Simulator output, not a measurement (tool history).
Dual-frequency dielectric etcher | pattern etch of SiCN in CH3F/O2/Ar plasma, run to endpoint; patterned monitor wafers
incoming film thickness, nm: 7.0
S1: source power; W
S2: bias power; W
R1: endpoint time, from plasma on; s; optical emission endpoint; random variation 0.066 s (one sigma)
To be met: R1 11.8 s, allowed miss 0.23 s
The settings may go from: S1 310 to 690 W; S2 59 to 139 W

| run | hour | S1 | S2 | R1 |
|---|---|---|---|---|
| 1 | 0 | 500 | 99 | 13.906 |
| 2 | 8.4 | 540 | 102 | 13.333 |
| 3 | 17.1 | 570 | 104 | 13.065 |
| 4 | 20 | 570 | 111 | 12.699 |
| 5 | 26.2 | 590 | 112 | 12.535 |
| 6 | 32.6 | 520 | 112 | 12.988 |
| 7 | 40.6 | 550 | 114 | 12.642 |
| 8 | 44.7 | 570 | 115 | 12.505 |
| 9 | 50.3 | 590 | 116 | 12.114 |
| 10 | 57.6 | 600 | 116 | 12.158 |
| 11 | 59.9 | 610 | 116 | 12.097 |
| 12 | 63.5 | 620 | 116 | 12.161 |

4 next moves are on the table. One of them brings every result within its allowed miss. Which?
| A | 67.1 | 590 | 128 | ? |
| B | 67.1 | 690 | 99 | ? |
| C | 67.1 | 590 | 110 | ? |
| D | 67.1 | 650 | 104 | ? |

| move | R1 |
|---|---|
| A | 11.75 |
| B | 12.394 |
| C | 12.555 |
| D | 12.408 |
A: meets every target
B: further off than the last run
C: further off than the last run
D: further off than the last run
Move A is the one to make.

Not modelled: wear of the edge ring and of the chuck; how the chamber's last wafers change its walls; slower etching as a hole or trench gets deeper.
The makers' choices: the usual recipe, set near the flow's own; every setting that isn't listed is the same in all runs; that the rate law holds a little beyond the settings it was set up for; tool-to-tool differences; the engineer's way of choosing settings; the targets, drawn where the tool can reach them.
